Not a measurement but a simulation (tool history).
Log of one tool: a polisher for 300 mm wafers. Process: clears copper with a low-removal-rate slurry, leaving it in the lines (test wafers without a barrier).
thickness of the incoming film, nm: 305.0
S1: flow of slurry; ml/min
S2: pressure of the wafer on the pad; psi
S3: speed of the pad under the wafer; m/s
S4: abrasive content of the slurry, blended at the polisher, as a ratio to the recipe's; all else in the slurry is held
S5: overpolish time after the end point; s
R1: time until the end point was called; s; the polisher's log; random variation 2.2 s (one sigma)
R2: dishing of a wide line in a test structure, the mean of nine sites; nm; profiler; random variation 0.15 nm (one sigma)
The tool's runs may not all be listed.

| run | hour | S1 | S2 | S3 | S4 | S5 | R1 | R2 |
|---|---|---|---|---|---|---|---|---|
| 1 | 0.0 | 155 | 2.4 | 1.28 | 1.0 | 15 | 83.743 | 32.607 |
| 2 | 4.7 | 165 | 2.1 | 1.22 | 1.0 | 13 | 97.530 | 25.636 |
| 3 | 10.2 | 195 | 2.1 | 1.22 | 1.0 | 13 | 94.590 | 26.342 |
| 4 | 13.3 | 200 | 1.8 | 1.18 | 1.0 | 12 | 111.160 | 20.515 |
| 5 | 14.7 | 200 | 1.6 | 1.18 | 1.0 | 12 | 121.770 | 18.969 |
| 6 | 23.2 | 200 | 1.6 | 1.18 | 1.0 | 8 | 122.330 | 13.078 |
| 7 | 30.1 | 190 | 1.5 | 1.16 | 1.0 | 9 | 134.710 | 13.266 |
| 8 | 37.6 | 185 | 1.5 | 1.16 | 1.0 | 9 | 132.770 | 13.474 |
| 9 | 44.7 | 180 | 1.5 | 1.16 | 1.0 | 9 | 133.680 | 13.567 |

Run 10 comes next. What will it give?
| 10 | 50.3 | 175 | 1.5 | 1.16 | 1.0 | 9 | ? | ? |

Run 10 gave R1 133.430 s, R2 13.403 nm.
